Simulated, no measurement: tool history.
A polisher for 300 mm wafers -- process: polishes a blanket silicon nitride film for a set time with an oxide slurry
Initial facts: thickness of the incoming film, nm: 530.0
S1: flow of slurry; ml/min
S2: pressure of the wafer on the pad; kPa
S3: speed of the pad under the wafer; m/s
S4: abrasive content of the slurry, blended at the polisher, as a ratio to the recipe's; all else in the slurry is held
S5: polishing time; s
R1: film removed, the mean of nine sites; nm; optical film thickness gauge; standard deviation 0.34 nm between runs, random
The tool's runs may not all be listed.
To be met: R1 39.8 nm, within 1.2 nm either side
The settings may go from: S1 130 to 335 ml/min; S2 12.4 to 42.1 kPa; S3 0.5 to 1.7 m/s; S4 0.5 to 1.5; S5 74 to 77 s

{"run": 1, "day": 0.0, "S1": 215, "S2": 26.9, "S3": 1.1, "S4": 1, "S5": 74, "R1": 68.065}
{"run": 2, "day": 0.125, "S1": 215, "S2": 24.8, "S3": 1.1, "S4": 1, "S5": 74, "R1": 62.086}
{"run": 3, "day": 0.404, "S1": 215, "S2": 23.4, "S3": 1.1, "S4": 1, "S5": 74, "R1": 58.916}
{"run": 4, "day": 0.692, "S1": 255, "S2": 23.4, "S3": 1.1, "S4": 1, "S5": 74, "R1": 60.652}
{"run": 5, "day": 0.783, "S1": 250, "S2": 22.1, "S3": 1.1, "S4": 1, "S5": 74, "R1": 56.934}
{"run": 6, "day": 0.892, "S1": 250, "S2": 22.1, "S3": 1.3, "S4": 1, "S5": 74, "R1": 62.538}
{"run": 7, "day": 1.204, "S1": 230, "S2": 14.5, "S3": 1.12, "S4": 1, "S5": 74, "R1": 38.125}
{"run": 8, "day": 1.283, "S1": 235, "S2": 14.5, "S3": 1.12, "S4": 1, "S5": 74, "R1": 38.316}

Pick the move, out of 4, that brings all results within their allowed miss; only one does.
{"run": "A", "day": 1.362, "S1": 290, "S2": 15.2, "S3": 1.06, "S4": 0.95, "S5": 77, "R1": "?"}
{"run": "B", "day": 1.362, "S1": 230, "S2": 15.9, "S3": 1.18, "S4": 0.9, "S5": 76, "R1": "?"}
{"run": "C", "day": 1.362, "S1": 215, "S2": 14.5, "S3": 1.14, "S4": 0.95, "S5": 74, "R1": "?"}
{"run": "D", "day": 1.362, "S1": 265, "S2": 13.1, "S3": 1.18, "S4": 1, "S5": 74, "R1": "?"}

move=A R1=40.113
move=B R1=41.898
move=C R1=37.216
move=D R1=36.22
A: all results in spec
B: takes the result that was furthest off past its target
C: moves away from the targets compared with the last run
D: moves away from the targets compared with the last run
A is the move that brings every result within its allowed miss.
